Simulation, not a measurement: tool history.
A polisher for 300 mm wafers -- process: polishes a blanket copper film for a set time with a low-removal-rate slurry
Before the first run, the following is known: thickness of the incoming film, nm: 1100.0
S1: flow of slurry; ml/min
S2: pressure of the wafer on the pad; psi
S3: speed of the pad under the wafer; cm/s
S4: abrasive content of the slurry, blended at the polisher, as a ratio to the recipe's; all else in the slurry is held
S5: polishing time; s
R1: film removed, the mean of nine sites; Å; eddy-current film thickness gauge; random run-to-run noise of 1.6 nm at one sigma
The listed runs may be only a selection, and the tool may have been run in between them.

run  hour   S1   S2   S3  S4  S5      R1
  1     0  320    2  128   1  52    1294
  2   5.3  320  2.1  128   1  52  1327.4
  3  12.1  320  2.2  128   1  52  1368.3
  4  16.8  320  2.3  128   1  52  1420.1
  5  19.2  320  2.4  128   1  52  1451.9
  6  23.7  320  2.5  128   1  52  1527.9
  7    31  320  2.6  128   1  52  1596.4

Expected results for the next run?
  8  33.8  320  2.7  128   1  52   ?

Run 8 measured R1 1632.7 Å.
